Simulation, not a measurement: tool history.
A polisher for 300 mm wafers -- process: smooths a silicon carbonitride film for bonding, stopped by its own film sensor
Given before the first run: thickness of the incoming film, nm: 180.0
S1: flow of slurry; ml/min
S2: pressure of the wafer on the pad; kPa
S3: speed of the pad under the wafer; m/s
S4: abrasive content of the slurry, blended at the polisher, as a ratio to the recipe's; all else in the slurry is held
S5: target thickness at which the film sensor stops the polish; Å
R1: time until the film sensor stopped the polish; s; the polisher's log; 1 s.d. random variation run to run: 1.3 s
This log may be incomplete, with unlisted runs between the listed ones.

run	day	S1	S2	S3	S4	S5	R1
1	0.000	240	9.7	0.96	1.0	1590	143.09
2	0.267	240	9.7	0.86	1.0	1590	154.50
3	0.300	190	9.7	0.86	1.0	1590	156.47
4	0.588	190	9.7	0.86	0.8	1590	168.81
5	0.808	190	9.7	0.96	0.8	1590	156.58
6	0.833	190	11.7	0.96	0.8	1590	134.50
7	0.871	190	12.4	0.96	0.8	1590	134.65

What will run 8 give?
8	1.175	190	13.1	0.98	0.8	1590	?

R1: 125.13 s
